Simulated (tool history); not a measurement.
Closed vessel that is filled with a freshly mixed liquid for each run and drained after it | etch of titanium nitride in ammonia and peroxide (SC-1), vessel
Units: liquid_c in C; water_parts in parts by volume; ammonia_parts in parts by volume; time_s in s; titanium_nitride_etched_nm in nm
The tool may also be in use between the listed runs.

run 1 day=0 | liquid_c=49 water_parts=27.5 ammonia_parts=0.6 time_s=495 | titanium_nitride_etched_nm=17.434
run 2 day=0.05 | liquid_c=47.5 water_parts=29 ammonia_parts=0.6 time_s=495 | titanium_nitride_etched_nm=15.117
run 3 day=0.392 | liquid_c=53.5 water_parts=29 ammonia_parts=0.6 time_s=495 | titanium_nitride_etched_nm=22.774
run 4 day=0.412 | liquid_c=51 water_parts=30.5 ammonia_parts=0.6 time_s=495 | titanium_nitride_etched_nm=18.925
-- day=0.654 thermometer replaced
run 5 day=0.654 | liquid_c=48 water_parts=30.5 ammonia_parts=0.6 time_s=495 | titanium_nitride_etched_nm=13.745
run 6 day=0.933 | liquid_c=48 water_parts=30.5 ammonia_parts=0.4 time_s=495 | titanium_nitride_etched_nm=12.912
run 7 day=1.129 | liquid_c=46.5 water_parts=30.5 ammonia_parts=0.4 time_s=495 | titanium_nitride_etched_nm=11.528

Forecast run 8:
run 8 day=1.179 | liquid_c=46.5 water_parts=30.5 ammonia_parts=0.4 time_s=495 | titanium_nitride_etched_nm=?

titanium_nitride_etched_nm: 11.528 nm

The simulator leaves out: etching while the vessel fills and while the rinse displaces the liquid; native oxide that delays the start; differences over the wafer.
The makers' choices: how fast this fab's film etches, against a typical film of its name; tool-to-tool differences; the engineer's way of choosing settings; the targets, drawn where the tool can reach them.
